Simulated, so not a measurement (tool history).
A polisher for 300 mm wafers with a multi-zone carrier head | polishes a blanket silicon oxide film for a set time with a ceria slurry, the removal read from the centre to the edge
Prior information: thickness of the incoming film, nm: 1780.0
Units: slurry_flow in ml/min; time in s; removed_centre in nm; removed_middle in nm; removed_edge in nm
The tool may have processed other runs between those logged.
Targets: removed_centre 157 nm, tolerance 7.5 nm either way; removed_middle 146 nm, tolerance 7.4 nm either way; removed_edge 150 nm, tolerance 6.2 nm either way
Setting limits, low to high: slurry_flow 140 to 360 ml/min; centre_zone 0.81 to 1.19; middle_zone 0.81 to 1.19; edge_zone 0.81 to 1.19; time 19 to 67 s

{"run": 1, "hour": 0.0, "slurry_flow": 230, "centre_zone": 1, "middle_zone": 1, "edge_zone": 1, "time": 43, "removed_centre": 210.09, "removed_middle": 205.49, "removed_edge": 213.17}
{"run": 2, "hour": 1.6, "slurry_flow": 230, "centre_zone": 1.05, "middle_zone": 1, "edge_zone": 1, "time": 43, "removed_centre": 215.98, "removed_middle": 205.05, "removed_edge": 210.48}
{"run": 3, "hour": 10.4, "slurry_flow": 175, "centre_zone": 1.05, "middle_zone": 1, "edge_zone": 1, "time": 43, "removed_centre": 208.3, "removed_middle": 203.39, "removed_edge": 208.85}
{"run": 4, "hour": 17.8, "slurry_flow": 175, "centre_zone": 1.05, "middle_zone": 1.07, "edge_zone": 1, "time": 43, "removed_centre": 211.11, "removed_middle": 210.92, "removed_edge": 207.39}
{"run": 5, "hour": 19.5, "slurry_flow": 180, "centre_zone": 1.06, "middle_zone": 1.06, "edge_zone": 1, "time": 40, "removed_centre": 200.19, "removed_middle": 194.42, "removed_edge": 197.97}
{"run": 6, "hour": 21.1, "slurry_flow": 180, "centre_zone": 1.06, "middle_zone": 1.06, "edge_zone": 1, "time": 45, "removed_centre": 218.29, "removed_middle": 222.42, "removed_edge": 214.9}
{"run": 7, "hour": 29.2, "slurry_flow": 180, "centre_zone": 1.06, "middle_zone": 1.07, "edge_zone": 0.99, "time": 42, "removed_centre": 204.16, "removed_middle": 206.32, "removed_edge": 200.26}
{"run": 8, "hour": 33.9, "slurry_flow": 180, "centre_zone": 1.06, "middle_zone": 1.06, "edge_zone": 0.98, "time": 40, "removed_centre": 195.39, "removed_middle": 196.55, "removed_edge": 192.96}
{"run": 9, "hour": 35.2, "slurry_flow": 185, "centre_zone": 1.07, "middle_zone": 1.05, "edge_zone": 0.97, "time": 38, "removed_centre": 192.4, "removed_middle": 188.63, "removed_edge": 185.97}
{"run": 10, "hour": 35.7, "slurry_flow": 185, "centre_zone": 1.07, "middle_zone": 1.05, "edge_zone": 0.97, "time": 36, "removed_centre": 182.64, "removed_middle": 173.8, "removed_edge": 171.39}
{"run": 11, "hour": 36.6, "slurry_flow": 180, "centre_zone": 1.01, "middle_zone": 0.97, "edge_zone": 0.92, "time": 31, "removed_centre": 151.48, "removed_middle": 138.16, "removed_edge": 146.7}
{"run": 12, "hour": 43.6, "slurry_flow": 185, "centre_zone": 1.01, "middle_zone": 0.98, "edge_zone": 0.92, "time": 31, "removed_centre": 145.86, "removed_middle": 145.19, "removed_edge": 144.11}
{"run": 13, "hour": 50.1, "slurry_flow": 190, "centre_zone": 1.02, "middle_zone": 0.98, "edge_zone": 0.93, "time": 31, "removed_centre": 147.96, "removed_middle": 142.21, "removed_edge": 144.78}

Exactly one of the 5 candidate moves below puts every result within its allowed miss. Which one?
{"run": "A", "hour": 56.6, "slurry_flow": 205, "centre_zone": 1.1, "middle_zone": 1.05, "edge_zone": 0.86, "time": 29, "removed_centre": "?", "removed_middle": "?", "removed_edge": "?"}
{"run": "B", "hour": 56.6, "slurry_flow": 230, "centre_zone": 0.96, "middle_zone": 1.04, "edge_zone": 0.91, "time": 30, "removed_centre": "?", "removed_middle": "?", "removed_edge": "?"}
{"run": "C", "hour": 56.6, "slurry_flow": 165, "centre_zone": 0.94, "middle_zone": 0.91, "edge_zone": 0.97, "time": 32, "removed_centre": "?", "removed_middle": "?", "removed_edge": "?"}
{"run": "D", "hour": 56.6, "slurry_flow": 190, "centre_zone": 1.03, "middle_zone": 0.95, "edge_zone": 0.9, "time": 33, "removed_centre": "?", "removed_middle": "?", "removed_edge": "?"}
{"run": "E", "hour": 56.6, "slurry_flow": 165, "centre_zone": 0.88, "middle_zone": 0.92, "edge_zone": 0.99, "time": 32, "removed_centre": "?", "removed_middle": "?", "removed_edge": "?"}

move=A removed_centre=152.21 removed_middle=142.57 removed_edge=131.91
move=B removed_centre=144.83 removed_middle=148.2 removed_edge=141.35
move=C removed_centre=145.73 removed_middle=135.98 removed_edge=151.26
move=D removed_centre=163.46 removed_middle=147.84 removed_edge=152.46
move=E removed_centre=139.25 removed_middle=137.25 removed_edge=152.72
A: brings the result that was furthest off to its target, and leaves another outside
B: misses by more than the last run did
C: misses by more than the last run did
D: meets every target
E: misses by more than the last run did
The move that meets every target is D.
